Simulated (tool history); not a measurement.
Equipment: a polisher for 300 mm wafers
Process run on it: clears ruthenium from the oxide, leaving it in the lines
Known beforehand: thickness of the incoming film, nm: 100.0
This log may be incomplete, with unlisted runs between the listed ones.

run	hour	flow of slurry (ml/min)	pressure of the wafer on the pad (psi)	speed of the pad under the wafer (m/s)	overpolish time after the end point (s)	time until the end point was called (s)
1	0.0	230	2.4	1.28	14	57.348
2	1.3	230	2.4	1.02	14	68.184
3	5.6	275	2.4	1.02	14	65.397
4	10.5	260	2.3	1.02	14	69.679
5	11.6	260	2.3	1.02	14	69.240
6	16.3	250	2.2	1.02	14	73.064

Run 7 has not been measured yet. What should we expect?
7	17.6	250	2.2	1.02	14	?

Run 7 measured time until the end point was called (s) 73.399.
